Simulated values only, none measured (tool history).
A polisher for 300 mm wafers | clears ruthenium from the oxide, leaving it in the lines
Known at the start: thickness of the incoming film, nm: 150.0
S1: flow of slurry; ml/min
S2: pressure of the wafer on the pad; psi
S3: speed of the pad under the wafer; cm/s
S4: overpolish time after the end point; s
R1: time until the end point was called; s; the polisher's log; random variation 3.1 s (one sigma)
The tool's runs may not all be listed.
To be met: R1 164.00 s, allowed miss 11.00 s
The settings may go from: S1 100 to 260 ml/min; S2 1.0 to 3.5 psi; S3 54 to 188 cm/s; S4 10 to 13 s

Run 1, day 0.000: S1 165 ml/min, S2 2.2 psi, S3 120 cm/s, S4 13 s. Result: R1 113.64 s.
Run 2, day 0.042: S1 165 ml/min, S2 2.2 psi, S3 120 cm/s, S4 10 s. Result: R1 111.71 s.
Run 3, day 0.171: S1 165 ml/min, S2 1.9 psi, S3 118 cm/s, S4 10 s. Result: R1 122.01 s.
Run 4, day 0.521: S1 180 ml/min, S2 1.9 psi, S3 118 cm/s, S4 10 s. Result: R1 126.06 s.
Run 5, day 0.542: S1 180 ml/min, S2 1.7 psi, S3 118 cm/s, S4 10 s. Result: R1 137.74 s.
Run 6, day 0.629: S1 180 ml/min, S2 1.7 psi, S3 140 cm/s, S4 10 s. Result: R1 118.76 s.
Run 7, day 0.925: S1 180 ml/min, S2 1.5 psi, S3 136 cm/s, S4 10 s. Result: R1 129.76 s.
Run 8, day 1.071: S1 180 ml/min, S2 1.4 psi, S3 132 cm/s, S4 10 s. Result: R1 139.25 s.
Run 9, day 1.175: S1 180 ml/min, S2 1.3 psi, S3 130 cm/s, S4 10 s. Result: R1 143.85 s.
Run 10, day 1.517: S1 180 ml/min, S2 1.0 psi, S3 126 cm/s, S4 10 s. Result: R1 184.43 s.

Which of these 4 next moves meets every target?
Run A, day 1.858: S1 205 ml/min, S2 1.0 psi, S3 104 cm/s, S4 10 s. Result: R1 ?.
Run B, day 1.858: S1 175 ml/min, S2 1.0 psi, S3 136 cm/s, S4 10 s. Result: R1 ?.
Run C, day 1.858: S1 160 ml/min, S2 1.2 psi, S3 110 cm/s, S4 10 s. Result: R1 ?.
Run D, day 1.858: S1 165 ml/min, S2 1.0 psi, S3 114 cm/s, S4 10 s. Result: R1 ?.

move      R1
   A  220.77
   B  173.68
   C  192.73
   D  207.82
A: further off than the last run
B: meets every target
C: further off than the last run
D: further off than the last run
Answer: B
